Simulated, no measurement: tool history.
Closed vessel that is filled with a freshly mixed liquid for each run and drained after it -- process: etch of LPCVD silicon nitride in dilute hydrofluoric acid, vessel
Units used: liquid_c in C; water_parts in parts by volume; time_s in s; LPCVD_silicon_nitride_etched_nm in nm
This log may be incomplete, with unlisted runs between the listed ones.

run,hour,liquid_c,water_parts,time_s,LPCVD_silicon_nitride_etched_nm
1,0,21,140,2985,7.8951
2,7.5,21,115,2985,9.7369
3,16.4,21,150,2985,7.4998
4,18.3,21,130,2985,8.6359
5,25.9,23,120,2985,10.613
6,27.6,24.5,115,2985,12.15

Expected results for the next run?
7,37,25.5,110,2985,?

{"run 7": {"LPCVD_silicon_nitride_etched_nm": 13.642}}
